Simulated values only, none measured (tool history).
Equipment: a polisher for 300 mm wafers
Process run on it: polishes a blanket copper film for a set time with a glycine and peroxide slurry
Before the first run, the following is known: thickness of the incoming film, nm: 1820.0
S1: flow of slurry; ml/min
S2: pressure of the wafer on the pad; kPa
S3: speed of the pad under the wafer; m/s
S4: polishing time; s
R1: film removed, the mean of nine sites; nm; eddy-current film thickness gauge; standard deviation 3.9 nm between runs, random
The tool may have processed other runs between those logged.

| run | hour | S1 | S2 | S3 | S4 | R1 |
|---|---|---|---|---|---|---|
| 1 | 0.0 | 255 | 13.8 | 1.04 | 121 | 590.86 |
| 2 | 5.4 | 255 | 13.8 | 0.92 | 121 | 536.37 |
| 3 | 8.6 | 255 | 13.8 | 0.92 | 121 | 535.87 |
| 4 | 14.4 | 255 | 13.1 | 0.92 | 121 | 509.65 |
| 5 | 16.2 | 255 | 15.2 | 0.92 | 121 | 580.00 |
| 6 | 24.0 | 255 | 14.5 | 0.92 | 121 | 558.17 |
| 7 | 27.5 | 255 | 13.8 | 0.92 | 121 | 535.24 |

Run 8 comes next. What will it give?
| 8 | 29.0 | 255 | 13.1 | 0.92 | 121 | ? |

Run 8 came out at R1 512.30 nm.

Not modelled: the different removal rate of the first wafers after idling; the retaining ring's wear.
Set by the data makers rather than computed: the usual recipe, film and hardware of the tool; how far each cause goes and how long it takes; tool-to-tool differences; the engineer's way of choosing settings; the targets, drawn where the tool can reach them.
